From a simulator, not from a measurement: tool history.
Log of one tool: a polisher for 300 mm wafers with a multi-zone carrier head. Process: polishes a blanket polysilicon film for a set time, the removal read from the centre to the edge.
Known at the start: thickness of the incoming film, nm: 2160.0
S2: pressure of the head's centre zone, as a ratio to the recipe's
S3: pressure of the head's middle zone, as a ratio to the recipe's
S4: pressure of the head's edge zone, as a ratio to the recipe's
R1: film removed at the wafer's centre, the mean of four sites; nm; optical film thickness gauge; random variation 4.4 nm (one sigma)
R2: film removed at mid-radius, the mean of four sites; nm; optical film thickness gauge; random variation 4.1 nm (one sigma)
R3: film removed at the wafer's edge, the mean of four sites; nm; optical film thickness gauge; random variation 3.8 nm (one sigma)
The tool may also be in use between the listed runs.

Run 1, day 0.000: flow of slurry (ml/min) 285, S2 1.00, S3 1.00, S4 1.00, polishing time (s) 52. Result: R1 416.27 nm, R2 412.26 nm, R3 419.51 nm.
Run 2, day 0.300: flow of slurry (ml/min) 280, S2 0.98, S3 0.99, S4 1.00, polishing time (s) 51. Result: R1 399.37 nm, R2 399.94 nm, R3 415.93 nm.
Run 3, day 0.650: flow of slurry (ml/min) 280, S2 0.98, S3 1.03, S4 1.00, polishing time (s) 51. Result: R1 388.37 nm, R2 417.73 nm, R3 419.20 nm.
Run 4, day 0.671: flow of slurry (ml/min) 280, S2 0.98, S3 1.03, S4 1.00, polishing time (s) 63. Result: R1 494.98 nm, R2 520.01 nm, R3 513.28 nm.
Run 5, day 1.017: flow of slurry (ml/min) 275, S2 0.96, S3 1.01, S4 1.00, polishing time (s) 61. Result: R1 463.15 nm, R2 494.98 nm, R3 504.66 nm.
Run 6, day 1.346: flow of slurry (ml/min) 275, S2 0.95, S3 1.00, S4 0.99, polishing time (s) 59. Result: R1 430.66 nm, R2 467.80 nm, R3 481.73 nm.

Forecast run 7:
Run 7, day 1.621: flow of slurry (ml/min) 275, S2 0.94, S3 0.99, S4 0.98, polishing time (s) 57. Result: R1 ?, R2 ?, R3 ?.

{"run 7": {"R1": 414.22, "R2": 446.32, "R3": 460.14}}

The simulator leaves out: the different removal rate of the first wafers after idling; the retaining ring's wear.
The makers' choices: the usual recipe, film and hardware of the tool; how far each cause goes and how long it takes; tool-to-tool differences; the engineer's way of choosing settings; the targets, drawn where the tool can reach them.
